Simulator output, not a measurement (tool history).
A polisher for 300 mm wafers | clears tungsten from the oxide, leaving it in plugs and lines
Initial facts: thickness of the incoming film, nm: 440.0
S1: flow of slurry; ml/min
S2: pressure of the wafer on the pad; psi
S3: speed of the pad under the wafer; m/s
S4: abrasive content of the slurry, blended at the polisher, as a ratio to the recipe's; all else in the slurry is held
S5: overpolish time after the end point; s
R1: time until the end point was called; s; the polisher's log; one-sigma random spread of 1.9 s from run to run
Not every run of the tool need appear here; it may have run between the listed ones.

Run 1, day 0: S1 295 ml/min, S2 3.9 psi, S3 0.94 m/s, S4 1, S5 6 s. Result: R1 84.001 s.
Run 2, day 0.35: S1 330 ml/min, S2 3.9 psi, S3 0.94 m/s, S4 1, S5 6 s. Result: R1 84.619 s.
Run 3, day 0.458: S1 330 ml/min, S2 3.9 psi, S3 1.06 m/s, S4 1, S5 6 s. Result: R1 70.656 s.
Run 4, day 0.612: S1 330 ml/min, S2 3.4 psi, S3 1.04 m/s, S4 1, S5 6 s. Result: R1 83.568 s.
Run 5, day 0.988: S1 330 ml/min, S2 3.4 psi, S3 0.9 m/s, S4 1, S5 6 s. Result: R1 97.326 s.
Run 6, day 1.221: S1 330 ml/min, S2 3.2 psi, S3 0.9 m/s, S4 1, S5 6 s. Result: R1 102.53 s.
Run 7, day 1.317: S1 330 ml/min, S2 3 psi, S3 0.9 m/s, S4 1, S5 6 s. Result: R1 110.97 s.
Run 8, day 1.375: S1 330 ml/min, S2 2.9 psi, S3 0.9 m/s, S4 1, S5 6 s. Result: R1 113.43 s.

Estimate the outcome of run 9 from the log above:
Run 9, day 1.504: S1 330 ml/min, S2 2.8 psi, S3 0.9 m/s, S4 1, S5 6 s. Result: R1 ?.

{"run 9": {"R1": 115.64}}
